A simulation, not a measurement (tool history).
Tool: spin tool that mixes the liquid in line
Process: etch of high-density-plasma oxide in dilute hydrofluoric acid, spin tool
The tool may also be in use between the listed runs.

run,hour,temperature setpoint of the liquid (K),parts of water to one part of 49 % hydrofluoric acid (parts by volume),time under the liquid (s),thickness taken off the high-density-plasma oxide on a monitor wafer (nm)
1,0,298.15,265,325,5.3362
2,3.9,301.15,265,325,5.694
3,8.6,303.65,265,325,6.4279
4,16.4,303.65,335,325,4.6673
5,21.1,303.65,430,325,3.2544
6,27,303.65,430,325,3.2487
7,32.3,303.65,405,325,3.6202
8,33.4,303.65,380,325,3.9387
9,38.1,303.65,360,325,4.2217

Forecast run 10:
10,44.6,303.65,340,325,?

{"run 10": {"thickness taken off the high-density-plasma oxide on a monitor wafer (nm)": 4.5576}}
